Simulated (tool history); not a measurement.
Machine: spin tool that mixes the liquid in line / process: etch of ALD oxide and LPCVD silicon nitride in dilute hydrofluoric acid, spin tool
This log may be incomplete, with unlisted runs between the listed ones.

run,hour,temperature setpoint of the liquid (C),parts of water to one part of 49 % hydrofluoric acid (parts by volume),time under the liquid (s),thickness taken off the ALD oxide on a monitor wafer (nm),thickness taken off the LPCVD silicon nitride on a monitor wafer (nm)
1,0,23,100,180,21.837,0.90784
2,6.4,24,105,180,21.591,0.91774
3,11.4,25,110,180,21.341,0.94548
4,15.5,25,110,145,17.263,0.76925
5,22.8,25,125,145,15.135,0.68003
6,31.7,26,125,145,15.742,0.69335
7,34,27,125,145,16.494,0.75299
8,34.8,28,125,145,16.869,0.83722

Run 9 is up next; what results do you expect?
9,43.3,28.5,125,145,?,?

{"run 9": {"thickness taken off the ALD oxide on a monitor wafer (nm)": 16.993, "thickness taken off the LPCVD silicon nitride on a monitor wafer (nm)": 0.8363}}
